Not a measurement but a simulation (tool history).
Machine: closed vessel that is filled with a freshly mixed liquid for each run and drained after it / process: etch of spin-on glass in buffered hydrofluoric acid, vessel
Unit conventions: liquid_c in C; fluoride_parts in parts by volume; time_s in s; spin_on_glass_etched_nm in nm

| run | hour | liquid_c | fluoride_parts | time_s | spin_on_glass_etched_nm |
|---|---|---|---|---|---|
| 1 | 0 | 20 | 20 | 105 | 73.223 |
| 2 | 6.7 | 22.5 | 19 | 105 | 88.878 |
| 3 | 15 | 25.5 | 19 | 105 | 105.21 |
| 4 | 19.2 | 25.5 | 16.5 | 105 | 119.94 |
| 5 | 21.8 | 25.5 | 13.5 | 105 | 147.21 |
| 6 | 30.8 | 26.5 | 13.5 | 105 | 155.57 |
| 7 | 34 | 25.5 | 13.5 | 105 | 146.56 |
| 8 | 37.4 | 24.5 | 13.5 | 105 | 139.34 |

Predict the results of run 9:
| 9 | 38.7 | 24 | 13.5 | 105 | ? |

spin_on_glass_etched_nm: 135.11 nm

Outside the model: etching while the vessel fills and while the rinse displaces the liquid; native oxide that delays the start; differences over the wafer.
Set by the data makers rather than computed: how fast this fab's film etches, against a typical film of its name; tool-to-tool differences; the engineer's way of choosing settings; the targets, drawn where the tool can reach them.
